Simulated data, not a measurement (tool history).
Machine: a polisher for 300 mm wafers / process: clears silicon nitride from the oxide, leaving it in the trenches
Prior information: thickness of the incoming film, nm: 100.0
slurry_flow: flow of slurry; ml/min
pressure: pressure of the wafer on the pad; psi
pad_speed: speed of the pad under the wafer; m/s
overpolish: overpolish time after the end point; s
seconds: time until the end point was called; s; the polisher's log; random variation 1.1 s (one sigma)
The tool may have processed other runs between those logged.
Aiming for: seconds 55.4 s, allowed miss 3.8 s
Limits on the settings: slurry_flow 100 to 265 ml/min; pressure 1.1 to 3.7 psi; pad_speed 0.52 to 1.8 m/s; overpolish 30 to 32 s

Run 1, hour 0: slurry_flow 170 ml/min, pressure 2.4 psi, pad_speed 1.16 m/s, overpolish 30 s. Result: seconds 106.41 s.
Run 2, hour 5.2: slurry_flow 170 ml/min, pressure 2.6 psi, pad_speed 1.18 m/s, overpolish 30 s. Result: seconds 101.91 s.
Run 3, hour 13.1: slurry_flow 170 ml/min, pressure 2.6 psi, pad_speed 0.92 m/s, overpolish 30 s. Result: seconds 119.05 s.
Run 4, hour 20.5: slurry_flow 145 ml/min, pressure 2.6 psi, pad_speed 0.92 m/s, overpolish 30 s. Result: seconds 124.86 s.
Run 5, hour 23.1: slurry_flow 150 ml/min, pressure 2.8 psi, pad_speed 1 m/s, overpolish 30 s. Result: seconds 106.1 s.
Run 6, hour 31.5: slurry_flow 190 ml/min, pressure 2.8 psi, pad_speed 1 m/s, overpolish 30 s. Result: seconds 104.38 s.
Run 7, hour 38.9: slurry_flow 190 ml/min, pressure 2.9 psi, pad_speed 1.06 m/s, overpolish 30 s. Result: seconds 93.277 s.
Run 8, hour 44.7: slurry_flow 190 ml/min, pressure 3 psi, pad_speed 1.1 m/s, overpolish 30 s. Result: seconds 87.69 s.
Run 9, hour 46.5: slurry_flow 190 ml/min, pressure 3.1 psi, pad_speed 1.14 m/s, overpolish 30 s. Result: seconds 86.283 s.
Run 10, hour 48.5: slurry_flow 195 ml/min, pressure 3.2 psi, pad_speed 1.2 m/s, overpolish 30 s. Result: seconds 79.887 s.
Run 11, hour 53.2: slurry_flow 195 ml/min, pressure 3.3 psi, pad_speed 1.24 m/s, overpolish 30 s. Result: seconds 72.091 s.
Run 12, hour 57.3: slurry_flow 195 ml/min, pressure 3.4 psi, pad_speed 1.26 m/s, overpolish 30 s. Result: seconds 70.431 s.
Run 13, hour 64.6: slurry_flow 195 ml/min, pressure 3.4 psi, pad_speed 1.3 m/s, overpolish 30 s. Result: seconds 70.689 s.
Run 14, hour 73.5: slurry_flow 200 ml/min, pressure 3.4 psi, pad_speed 1.34 m/s, overpolish 30 s. Result: seconds 64.512 s.
Run 15, hour 75.1: slurry_flow 205 ml/min, pressure 3.6 psi, pad_speed 1.38 m/s, overpolish 30 s. Result: seconds 62.008 s.
Run 16, hour 81.1: slurry_flow 205 ml/min, pressure 3.6 psi, pad_speed 1.4 m/s, overpolish 30 s. Result: seconds 58.937 s.

Next run, 5 choices. One meets every target within its allowed miss, the rest don't. Which?
Run A, hour 87.1: slurry_flow 205 ml/min, pressure 3.7 psi, pad_speed 1.44 m/s, overpolish 30 s. Result: seconds ?.
Run B, hour 87.1: slurry_flow 200 ml/min, pressure 3.6 psi, pad_speed 1.34 m/s, overpolish 30 s. Result: seconds ?.
Run C, hour 87.1: slurry_flow 200 ml/min, pressure 3.5 psi, pad_speed 1.34 m/s, overpolish 30 s. Result: seconds ?.
Run D, hour 87.1: slurry_flow 205 ml/min, pressure 3.2 psi, pad_speed 1.44 m/s, overpolish 31 s. Result: seconds ?.
Run E, hour 87.1: slurry_flow 215 ml/min, pressure 3.2 psi, pad_speed 1.44 m/s, overpolish 32 s. Result: seconds ?.

move  seconds
   A   56.167
   B   61.786
   C   63.514
   D   64.744
   E   64.446
A: in spec on every target
B: moves away from the targets compared with the last run
C: moves away from the targets compared with the last run
D: moves away from the targets compared with the last run
E: moves away from the targets compared with the last run
Move A is the one to make.

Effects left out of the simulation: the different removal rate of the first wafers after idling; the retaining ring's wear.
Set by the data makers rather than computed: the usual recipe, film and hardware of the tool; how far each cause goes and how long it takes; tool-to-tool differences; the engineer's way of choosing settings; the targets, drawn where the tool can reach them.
